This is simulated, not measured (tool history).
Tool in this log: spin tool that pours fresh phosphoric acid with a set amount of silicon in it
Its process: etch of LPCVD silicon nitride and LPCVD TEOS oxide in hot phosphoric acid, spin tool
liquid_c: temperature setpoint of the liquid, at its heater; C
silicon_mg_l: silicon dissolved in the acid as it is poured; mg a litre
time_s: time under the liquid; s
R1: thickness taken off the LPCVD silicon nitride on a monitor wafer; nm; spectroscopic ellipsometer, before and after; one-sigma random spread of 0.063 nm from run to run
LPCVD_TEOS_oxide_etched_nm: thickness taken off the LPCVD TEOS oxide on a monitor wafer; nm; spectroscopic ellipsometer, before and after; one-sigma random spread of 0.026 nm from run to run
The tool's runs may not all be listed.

Run 1, hour 0: liquid_c 163 C, silicon_mg_l 22.5 mg a litre, time_s 180 s. Result: R1 16.712 nm, LPCVD_TEOS_oxide_etched_nm 0.38292 nm.
Run 2, hour 2: liquid_c 163 C, silicon_mg_l 13 mg a litre, time_s 180 s. Result: R1 16.759 nm, LPCVD_TEOS_oxide_etched_nm 0.48832 nm.
Run 3, hour 4.7: liquid_c 163 C, silicon_mg_l 13 mg a litre, time_s 245 s. Result: R1 22.953 nm, LPCVD_TEOS_oxide_etched_nm 0.71974 nm.
Run 4, hour 8.2: liquid_c 163 C, silicon_mg_l 3 mg a litre, time_s 245 s. Result: R1 22.875 nm, LPCVD_TEOS_oxide_etched_nm 0.89732 nm.
Run 5, hour 12.5: liquid_c 162.5 C, silicon_mg_l 3.5 mg a litre, time_s 235 s. Result: R1 21.785 nm, LPCVD_TEOS_oxide_etched_nm 0.79187 nm.
Run 6, hour 20.6: liquid_c 162 C, silicon_mg_l 3.5 mg a litre, time_s 225 s. Result: R1 20.295 nm, LPCVD_TEOS_oxide_etched_nm 0.70178 nm.

For run 7, what comes out?
Run 7, hour 22.4: liquid_c 161.5 C, silicon_mg_l 3 mg a litre, time_s 215 s. Result: R1 ?, LPCVD_TEOS_oxide_etched_nm ?.

R1: 19.051 nm
LPCVD_TEOS_oxide_etched_nm: 0.61042 nm
